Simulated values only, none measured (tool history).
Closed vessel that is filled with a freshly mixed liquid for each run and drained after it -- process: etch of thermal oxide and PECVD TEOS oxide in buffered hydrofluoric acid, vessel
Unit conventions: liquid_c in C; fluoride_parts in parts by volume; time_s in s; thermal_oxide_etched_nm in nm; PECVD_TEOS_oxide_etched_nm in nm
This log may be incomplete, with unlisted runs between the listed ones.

{"run": 1, "hour": 0.0, "liquid_c": 20.0, "fluoride_parts": 12.5, "time_s": 60, "thermal_oxide_etched_nm": 48.785, "PECVD_TEOS_oxide_etched_nm": 145.39}
{"run": 2, "hour": 2.4, "liquid_c": 17.0, "fluoride_parts": 12.5, "time_s": 60, "thermal_oxide_etched_nm": 41.018, "PECVD_TEOS_oxide_etched_nm": 121.54}
{"run": 3, "hour": 3.7, "liquid_c": 17.0, "fluoride_parts": 14.0, "time_s": 60, "thermal_oxide_etched_nm": 36.447, "PECVD_TEOS_oxide_etched_nm": 107.51}
{"run": 4, "hour": 6.0, "liquid_c": 18.0, "fluoride_parts": 14.0, "time_s": 60, "thermal_oxide_etched_nm": 38.865, "PECVD_TEOS_oxide_etched_nm": 113.89}
{"run": 5, "hour": 8.1, "liquid_c": 19.0, "fluoride_parts": 14.0, "time_s": 60, "thermal_oxide_etched_nm": 41.129, "PECVD_TEOS_oxide_etched_nm": 120.04}
{"run": 6, "hour": 9.9, "liquid_c": 19.5, "fluoride_parts": 14.0, "time_s": 60, "thermal_oxide_etched_nm": 42.296, "PECVD_TEOS_oxide_etched_nm": 124.63}

Run 7 is up next; what results do you expect?
{"run": 7, "hour": 16.6, "liquid_c": 20.0, "fluoride_parts": 14.0, "time_s": 60, "thermal_oxide_etched_nm": "?", "PECVD_TEOS_oxide_etched_nm": "?"}

For run 7 the tool returned thermal_oxide_etched_nm 43.261 nm, PECVD_TEOS_oxide_etched_nm 128.89 nm.
